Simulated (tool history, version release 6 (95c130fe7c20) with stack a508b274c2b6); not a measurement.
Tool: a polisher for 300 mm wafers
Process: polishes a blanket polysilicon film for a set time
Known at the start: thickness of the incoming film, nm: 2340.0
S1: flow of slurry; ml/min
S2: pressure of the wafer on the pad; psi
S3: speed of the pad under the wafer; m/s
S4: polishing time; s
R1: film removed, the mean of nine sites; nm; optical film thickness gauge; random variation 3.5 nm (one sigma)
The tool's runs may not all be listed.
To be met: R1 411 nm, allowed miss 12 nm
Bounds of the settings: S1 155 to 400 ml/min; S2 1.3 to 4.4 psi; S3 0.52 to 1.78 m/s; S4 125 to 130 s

run,hour,S1,S2,S3,S4,R1
1,0,255,2.8,1.14,125,1152.7
2,1.9,255,2.1,1.14,125,889.93
3,9.3,255,2,1.08,125,786.94
4,15.5,255,1.9,1.04,125,720.86
5,16.3,255,1.8,1,125,657.81
6,24.6,255,1.8,1.18,125,785.8
7,32.1,255,1.7,1.14,125,725.16
8,40.9,255,1.7,1.1,125,696.09
9,45.9,255,1.7,1.06,125,662.55
10,53.7,255,1.7,1.02,125,649.96
11,59.6,255,1.7,0.98,125,619.01
12,61.8,240,1.3,0.66,125,326.76
13,63.2,250,1.3,0.66,125,325.67
14,66,250,1.4,0.66,125,352.64

4 next moves are on the table. One of them brings every result within its allowed miss. Which?
A,68.8,250,1.6,0.68,125,?
B,68.8,155,1.3,0.7,125,?
C,68.8,240,1.5,0.54,128,?
D,68.8,235,1.4,0.56,130,?

move,R1
A,409.98
B,335.1
C,316.75
D,311.46
A: meets every target
B: further off than the last run
C: further off than the last run
D: further off than the last run
The right move is A.
